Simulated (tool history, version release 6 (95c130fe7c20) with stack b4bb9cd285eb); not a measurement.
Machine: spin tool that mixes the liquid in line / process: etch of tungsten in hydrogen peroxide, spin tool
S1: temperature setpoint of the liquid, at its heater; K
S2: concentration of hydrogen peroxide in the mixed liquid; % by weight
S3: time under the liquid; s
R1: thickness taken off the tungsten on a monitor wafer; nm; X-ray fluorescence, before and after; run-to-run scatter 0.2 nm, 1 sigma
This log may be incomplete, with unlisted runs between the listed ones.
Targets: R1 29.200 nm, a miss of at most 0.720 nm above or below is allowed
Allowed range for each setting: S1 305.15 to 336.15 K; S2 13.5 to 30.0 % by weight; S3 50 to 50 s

run,day,S1,S2,S3,R1
1,0.000,320.15,25.5,50,74.897
2,0.038,325.15,25.5,50,102.520
3,0.142,319.15,25.5,50,69.374
4,0.404,319.15,29.0,50,74.155
5,0.671,319.15,24.5,50,68.533
6,0.896,313.15,24.5,50,46.270
7,1.054,311.15,24.5,50,41.428
8,1.133,309.65,24.5,50,37.352
9,1.188,308.65,24.5,50,34.724
10,1.496,307.65,24.5,50,32.493
11,1.604,307.15,24.5,50,31.819
12,1.675,306.65,24.5,50,30.555
13,1.904,305.65,24.5,50,28.805

Exercise: of the 4 proposed moves below, exactly one satisfies all targets within the stated allowed misses. Which move is it?
A,2.133,305.15,27.5,50,?
B,2.133,305.15,24.5,50,?
C,2.133,306.65,25.0,50,?
D,2.133,306.15,22.5,50,?

move,R1
A,28.897
B,27.275
C,30.520
D,27.987
A: each result inside its tolerance
B: the biggest miss grows against the last run
C: the result that was furthest off in the last run now lies on the other side of its target
D: the biggest miss grows against the last run
The right move is A.
